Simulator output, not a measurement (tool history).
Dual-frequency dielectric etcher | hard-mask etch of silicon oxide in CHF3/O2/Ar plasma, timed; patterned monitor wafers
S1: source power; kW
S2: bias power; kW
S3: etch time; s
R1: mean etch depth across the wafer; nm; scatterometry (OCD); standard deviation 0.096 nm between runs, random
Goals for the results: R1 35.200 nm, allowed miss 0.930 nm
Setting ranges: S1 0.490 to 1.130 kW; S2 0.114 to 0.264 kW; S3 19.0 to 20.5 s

run  hour     S1     S2    S3      R1
  1   0.0  0.810  0.189  20.5  40.520
  2   0.9  0.810  0.165  20.5  37.612
  3   1.5  0.780  0.163  20.5  36.982
  4   2.7  0.780  0.193  20.5  40.463
  5   4.8  0.780  0.193  20.5  40.620
  6   7.7  0.720  0.186  20.5  38.952
  7  11.2  0.720  0.186  20.5  38.912
  8  18.3  0.680  0.180  20.5  37.689
  9  24.4  0.650  0.176  20.5  36.722
 10  29.7  0.630  0.174  20.5  36.217
 11  35.9  0.630  0.174  20.5  36.190

Pick the move, out of 5, that brings all results within their allowed miss; only one does.
  A  42.1  0.780  0.162  20.5   ?
  B  42.1  0.700  0.157  20.5   ?
  C  42.1  0.510  0.203  20.5   ?
  D  42.1  0.650  0.187  20.5   ?
  E  42.1  0.770  0.174  20.0   ?

move      R1
   A  36.917
   B  35.207
   C  37.428
   D  38.031
   E  37.334
A: misses by more than the last run did
B: all results in spec
C: misses by more than the last run did
D: misses by more than the last run did
E: misses by more than the last run did
The right move is B.
